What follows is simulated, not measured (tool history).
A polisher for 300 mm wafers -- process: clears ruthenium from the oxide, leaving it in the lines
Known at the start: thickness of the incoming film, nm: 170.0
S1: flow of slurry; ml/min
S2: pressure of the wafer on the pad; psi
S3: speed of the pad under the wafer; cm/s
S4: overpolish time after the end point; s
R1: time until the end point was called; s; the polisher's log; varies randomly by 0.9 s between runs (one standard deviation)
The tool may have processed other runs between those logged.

run  hour   S1   S2   S3  S4       R1
  1   0.0  260  2.8  120   8  104.420
  2   3.2  260  2.8  108   8  116.090
  3   7.5  260  2.8   94   8  132.900
  4  10.2  260  3.2   94   8  122.180
  5  11.3  260  3.6  100   8  107.700
  6  17.5  260  3.6  100   7  105.030
  7  23.9  260  3.9  104   7   96.734

Run 8 is up next; what results do you expect?
  8  29.2  260  4.1  108   7   ?

Run 8 measured R1 89.512 s.
